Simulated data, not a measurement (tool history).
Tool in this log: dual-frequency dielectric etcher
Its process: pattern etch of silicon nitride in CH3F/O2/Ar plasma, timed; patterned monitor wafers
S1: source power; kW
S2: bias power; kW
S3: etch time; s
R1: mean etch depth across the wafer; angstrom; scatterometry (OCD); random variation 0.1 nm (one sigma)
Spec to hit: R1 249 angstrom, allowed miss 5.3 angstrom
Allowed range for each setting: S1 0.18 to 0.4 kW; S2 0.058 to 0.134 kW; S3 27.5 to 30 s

Run 1, day 0: S1 0.29 kW, S2 0.096 kW, S3 30 s. Result: R1 206.28 angstrom.
Run 2, day 0.154: S1 0.29 kW, S2 0.111 kW, S3 30 s. Result: R1 217.28 angstrom.
Run 3, day 0.442: S1 0.31 kW, S2 0.113 kW, S3 30 s. Result: R1 226.77 angstrom.
Run 4, day 0.471: S1 0.29 kW, S2 0.113 kW, S3 30 s. Result: R1 221.79 angstrom.
Run 5, day 0.721: S1 0.29 kW, S2 0.129 kW, S3 30 s. Result: R1 234.11 angstrom.
Run 6, day 0.758: S1 0.3 kW, S2 0.13 kW, S3 30 s. Result: R1 237.51 angstrom.
Run 7, day 1.1: S1 0.31 kW, S2 0.131 kW, S3 30 s. Result: R1 240.03 angstrom.
Run 8, day 1.162: S1 0.32 kW, S2 0.132 kW, S3 30 s. Result: R1 241.75 angstrom.

5 next moves are on the table. One of them brings every result within its allowed miss. Which?
Run A, day 1.225: S1 0.37 kW, S2 0.133 kW, S3 29 s. Result: R1 ?.
Run B, day 1.225: S1 0.31 kW, S2 0.134 kW, S3 29.5 s. Result: R1 ?.
Run C, day 1.225: S1 0.32 kW, S2 0.131 kW, S3 29.5 s. Result: R1 ?.
Run D, day 1.225: S1 0.33 kW, S2 0.13 kW, S3 29.5 s. Result: R1 ?.
Run E, day 1.225: S1 0.33 kW, S2 0.123 kW, S3 29.5 s. Result: R1 ?.

move      R1
   A  247.21
   B  238.26
   C  238.32
   D  239.89
   E  234.17
A: all results in spec
B: moves away from the targets compared with the last run
C: moves away from the targets compared with the last run
D: moves away from the targets compared with the last run
E: moves away from the targets compared with the last run
The right move is A.
